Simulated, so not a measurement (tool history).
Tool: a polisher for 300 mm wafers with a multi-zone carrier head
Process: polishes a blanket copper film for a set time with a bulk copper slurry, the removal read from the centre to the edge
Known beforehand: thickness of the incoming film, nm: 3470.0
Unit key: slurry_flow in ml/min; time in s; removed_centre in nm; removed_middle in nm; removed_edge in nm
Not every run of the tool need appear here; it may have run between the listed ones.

run,hour,slurry_flow,centre_zone,middle_zone,edge_zone,slurry_solids,time,removed_centre,removed_middle,removed_edge
1,0.0,210,1.00,1.00,1.00,1.00,41,472.16,475.50,470.82
2,1.0,210,1.06,1.00,1.00,1.00,41,496.02,474.65,486.50
3,5.0,210,1.06,1.00,1.00,1.00,37,441.26,418.16,425.58
4,11.8,210,1.06,1.00,1.06,1.00,37,441.27,432.76,439.53
5,13.3,210,1.06,1.00,1.06,1.20,37,474.33,449.60,456.32
6,18.1,210,1.04,1.01,1.03,1.10,36,445.13,431.99,435.59
7,19.3,210,1.02,1.01,1.01,1.00,35,409.14,411.06,418.01
8,22.1,220,1.02,1.09,0.91,0.75,26,289.98,309.71,274.37
9,23.4,220,1.02,1.09,0.91,0.75,26,286.88,308.66,271.41
10,31.6,225,1.01,1.09,0.93,0.75,26,294.32,307.98,275.57
11,33.0,220,1.00,1.09,0.94,0.80,26,286.26,311.78,284.22

Run 12 is up next; what results do you expect?
12,36.2,220,1.00,1.09,0.95,0.80,26,?,?,?

removed_centre: 292.01 nm
removed_middle: 315.85 nm
removed_edge: 282.78 nm
